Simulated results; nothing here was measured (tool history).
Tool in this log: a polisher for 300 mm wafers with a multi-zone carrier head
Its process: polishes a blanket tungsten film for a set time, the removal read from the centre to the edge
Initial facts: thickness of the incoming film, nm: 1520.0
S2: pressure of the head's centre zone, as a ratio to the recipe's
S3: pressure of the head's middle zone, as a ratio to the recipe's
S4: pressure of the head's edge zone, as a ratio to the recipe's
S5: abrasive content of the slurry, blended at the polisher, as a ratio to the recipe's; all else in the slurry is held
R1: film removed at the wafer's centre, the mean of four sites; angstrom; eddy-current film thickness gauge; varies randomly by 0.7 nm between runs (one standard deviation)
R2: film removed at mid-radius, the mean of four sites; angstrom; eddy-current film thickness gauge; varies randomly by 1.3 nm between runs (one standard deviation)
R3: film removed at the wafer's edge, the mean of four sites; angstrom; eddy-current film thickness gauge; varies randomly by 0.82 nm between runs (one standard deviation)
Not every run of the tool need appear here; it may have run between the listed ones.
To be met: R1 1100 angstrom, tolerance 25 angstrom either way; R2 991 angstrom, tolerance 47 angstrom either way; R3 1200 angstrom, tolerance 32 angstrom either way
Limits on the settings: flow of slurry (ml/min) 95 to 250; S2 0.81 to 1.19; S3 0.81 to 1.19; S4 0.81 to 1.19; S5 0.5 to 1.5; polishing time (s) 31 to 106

run 1 hour=0 | flow_of_slurry_(ml/min)=160 S2=1 S3=1 S4=1 S5=1 polishing_time_(s)=68 | R1=2635.2 R2=2596.8 R3=2614.9
run 2 hour=6.6 | flow_of_slurry_(ml/min)=140 S2=0.96 S3=0.93 S4=0.96 S5=0.85 polishing_time_(s)=55 | R1=1918 R2=1851.1 R3=1978.4
run 3 hour=10.8 | flow_of_slurry_(ml/min)=140 S2=1.02 S3=0.93 S4=0.96 S5=0.85 polishing_time_(s)=55 | R1=2004.1 R2=1855.5 R3=1992.7
run 4 hour=13.8 | flow_of_slurry_(ml/min)=140 S2=1.02 S3=0.93 S4=1 S5=0.85 polishing_time_(s)=55 | R1=2012.9 R2=1852.8 R3=1996.2
run 5 hour=21.9 | flow_of_slurry_(ml/min)=130 S2=0.99 S3=0.89 S4=1 S5=0.75 polishing_time_(s)=47 | R1=1590.1 R2=1480.7 R3=1649.9
run 6 hour=26.9 | flow_of_slurry_(ml/min)=125 S2=0.99 S3=0.86 S4=1.02 S5=0.65 polishing_time_(s)=42 | R1=1363.1 R2=1223.9 R3=1434.7
run 7 hour=32.2 | flow_of_slurry_(ml/min)=120 S2=0.98 S3=0.85 S4=1.01 S5=0.6 polishing_time_(s)=40 | R1=1251.8 R2=1121.8 R3=1320.4
run 8 hour=36.4 | flow_of_slurry_(ml/min)=115 S2=0.96 S3=0.84 S4=1 S5=0.55 polishing_time_(s)=40 | R1=1197.3 R2=1082.3 R3=1273.3
run 9 hour=40.5 | flow_of_slurry_(ml/min)=110 S2=0.95 S3=0.83 S4=1 S5=0.55 polishing_time_(s)=40 | R1=1160 R2=1077.8 R3=1280.7
run 10 hour=41.5 | flow_of_slurry_(ml/min)=105 S2=0.97 S3=0.81 S4=1 S5=0.5 polishing_time_(s)=36 | R1=1034.9 R2=912.02 R3=1117.6
run 11 hour=48.6 | flow_of_slurry_(ml/min)=115 S2=0.96 S3=0.81 S4=1.01 S5=0.5 polishing_time_(s)=36 | R1=1054.6 R2=908.57 R3=1140.3
run 12 hour=53 | flow_of_slurry_(ml/min)=120 S2=0.96 S3=0.83 S4=1.02 S5=0.5 polishing_time_(s)=36 | R1=1076.6 R2=976.62 R3=1150.1
run 13 hour=57.4 | flow_of_slurry_(ml/min)=120 S2=0.96 S3=0.83 S4=1.04 S5=0.5 polishing_time_(s)=36 | R1=1060.7 R2=931.63 R3=1162.9
run 14 hour=62.4 | flow_of_slurry_(ml/min)=120 S2=0.96 S3=0.83 S4=1.04 S5=0.5 polishing_time_(s)=36 | R1=1075.7 R2=955.32 R3=1171.2

Which of these 5 next moves meets every target?
run A hour=67.4 | flow_of_slurry_(ml/min)=125 S2=0.95 S3=0.82 S4=1.01 S5=0.5 polishing_time_(s)=37 | R1=? R2=? R3=?
run B hour=67.4 | flow_of_slurry_(ml/min)=95 S2=0.93 S3=0.81 S4=1.01 S5=0.6 polishing_time_(s)=38 | R1=? R2=? R3=?
run C hour=67.4 | flow_of_slurry_(ml/min)=170 S2=1.02 S3=0.82 S4=1.02 S5=0.5 polishing_time_(s)=32 | R1=? R2=? R3=?
run D hour=67.4 | flow_of_slurry_(ml/min)=115 S2=0.99 S3=0.84 S4=1.03 S5=0.5 polishing_time_(s)=35 | R1=? R2=? R3=?
run E hour=67.4 | flow_of_slurry_(ml/min)=120 S2=0.92 S3=0.88 S4=1.02 S5=0.55 polishing_time_(s)=36 | R1=? R2=? R3=?

move=A R1=1088.7 R2=1003.4 R3=1193.8
move=B R1=1027.1 R2=970.73 R3=1198.7
move=C R1=1092.2 R2=928.14 R3=1087.7
move=D R1=1045.8 R2=945.37 R3=1120
move=E R1=1031.9 R2=1040.8 R3=1177.7
A: all results land within tolerance of their targets
B: further off than the last run
C: corrects the largest miss of the last run, while another result sits out of spec
D: further off than the last run
E: further off than the last run
Correct choice: A, which meets every target
